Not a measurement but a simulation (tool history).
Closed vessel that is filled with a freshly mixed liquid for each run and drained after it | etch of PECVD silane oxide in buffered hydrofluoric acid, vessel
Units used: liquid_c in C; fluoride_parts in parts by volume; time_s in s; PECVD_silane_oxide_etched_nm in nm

run 1 hour=0 | liquid_c=21 fluoride_parts=8.5 time_s=30 | PECVD_silane_oxide_etched_nm=94.614
run 2 hour=2.1 | liquid_c=17.5 fluoride_parts=8.5 time_s=30 | PECVD_silane_oxide_etched_nm=77.496
run 3 hour=7.6 | liquid_c=18.5 fluoride_parts=8.5 time_s=30 | PECVD_silane_oxide_etched_nm=82.123
run 4 hour=15 | liquid_c=18.5 fluoride_parts=7.5 time_s=30 | PECVD_silane_oxide_etched_nm=94.103
run 5 hour=17.2 | liquid_c=18.5 fluoride_parts=9.5 time_s=30 | PECVD_silane_oxide_etched_nm=74.926
run 6 hour=26.1 | liquid_c=18.5 fluoride_parts=9.5 time_s=30 | PECVD_silane_oxide_etched_nm=74.593
run 7 hour=27.5 | liquid_c=20 fluoride_parts=9.5 time_s=30 | PECVD_silane_oxide_etched_nm=81.686
run 8 hour=35.5 | liquid_c=21 fluoride_parts=9.5 time_s=30 | PECVD_silane_oxide_etched_nm=86.177
run 9 hour=36.6 | liquid_c=21.5 fluoride_parts=9.5 time_s=30 | PECVD_silane_oxide_etched_nm=88.292
run 10 hour=42.3 | liquid_c=22 fluoride_parts=9.5 time_s=30 | PECVD_silane_oxide_etched_nm=90.58

What does the tool deliver on the next run?
run 11 hour=43.9 | liquid_c=22.5 fluoride_parts=9.5 time_s=30 | PECVD_silane_oxide_etched_nm=?

Run 11 yielded PECVD_silane_oxide_etched_nm 93.139 nm.
